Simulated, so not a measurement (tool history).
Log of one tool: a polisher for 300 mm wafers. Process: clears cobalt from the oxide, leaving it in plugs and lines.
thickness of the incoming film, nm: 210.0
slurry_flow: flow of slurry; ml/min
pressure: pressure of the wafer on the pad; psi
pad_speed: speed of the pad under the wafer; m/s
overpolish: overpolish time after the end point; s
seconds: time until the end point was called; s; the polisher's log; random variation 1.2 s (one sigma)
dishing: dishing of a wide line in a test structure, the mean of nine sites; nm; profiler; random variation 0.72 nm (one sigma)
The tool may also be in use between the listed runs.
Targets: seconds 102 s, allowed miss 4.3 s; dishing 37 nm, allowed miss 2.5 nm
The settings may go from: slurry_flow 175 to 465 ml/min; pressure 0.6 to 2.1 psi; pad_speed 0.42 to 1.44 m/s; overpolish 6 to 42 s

{"run": 1, "hour": 0.0, "slurry_flow": 295, "pressure": 1.3, "pad_speed": 0.92, "overpolish": 21, "seconds": 69.684, "dishing": 31.94}
{"run": 2, "hour": 6.1, "slurry_flow": 295, "pressure": 1.2, "pad_speed": 0.92, "overpolish": 24, "seconds": 73.495, "dishing": 34.331}
{"run": 3, "hour": 6.9, "slurry_flow": 295, "pressure": 1.2, "pad_speed": 0.8, "overpolish": 24, "seconds": 83.793, "dishing": 33.011}
{"run": 4, "hour": 13.0, "slurry_flow": 295, "pressure": 1.1, "pad_speed": 0.8, "overpolish": 26, "seconds": 88.554, "dishing": 34.308}
{"run": 5, "hour": 19.5, "slurry_flow": 295, "pressure": 1.3, "pad_speed": 0.8, "overpolish": 26, "seconds": 81.109, "dishing": 34.769}
{"run": 6, "hour": 23.7, "slurry_flow": 295, "pressure": 1.2, "pad_speed": 0.8, "overpolish": 27, "seconds": 84.283, "dishing": 33.784}
{"run": 7, "hour": 29.0, "slurry_flow": 295, "pressure": 1.2, "pad_speed": 0.8, "overpolish": 27, "seconds": 83.394, "dishing": 33.527}
{"run": 8, "hour": 36.6, "slurry_flow": 295, "pressure": 1.1, "pad_speed": 0.8, "overpolish": 29, "seconds": 86.983, "dishing": 35.899}
{"run": 9, "hour": 41.3, "slurry_flow": 295, "pressure": 1, "pad_speed": 0.8, "overpolish": 30, "seconds": 95.005, "dishing": 33.807}
{"run": 10, "hour": 43.3, "slurry_flow": 295, "pressure": 1, "pad_speed": 0.8, "overpolish": 30, "seconds": 94.333, "dishing": 36.24}

Which of these 4 next moves meets every target?
{"run": "A", "hour": 45.3, "slurry_flow": 310, "pressure": 1.2, "pad_speed": 0.74, "overpolish": 34, "seconds": "?", "dishing": "?"}
{"run": "B", "hour": 45.3, "slurry_flow": 265, "pressure": 1, "pad_speed": 0.74, "overpolish": 37, "seconds": "?", "dishing": "?"}
{"run": "C", "hour": 45.3, "slurry_flow": 265, "pressure": 1, "pad_speed": 0.82, "overpolish": 33, "seconds": "?", "dishing": "?"}
{"run": "D", "hour": 45.3, "slurry_flow": 250, "pressure": 1, "pad_speed": 0.86, "overpolish": 27, "seconds": "?", "dishing": "?"}

move=A seconds=90.283 dishing=38.161
move=B seconds=101.6 dishing=37.804
move=C seconds=92.022 dishing=37.508
move=D seconds=88.485 dishing=35.147
A: further off than the last run
B: meets every target
C: further off than the last run
D: further off than the last run
Move B is the one to make.

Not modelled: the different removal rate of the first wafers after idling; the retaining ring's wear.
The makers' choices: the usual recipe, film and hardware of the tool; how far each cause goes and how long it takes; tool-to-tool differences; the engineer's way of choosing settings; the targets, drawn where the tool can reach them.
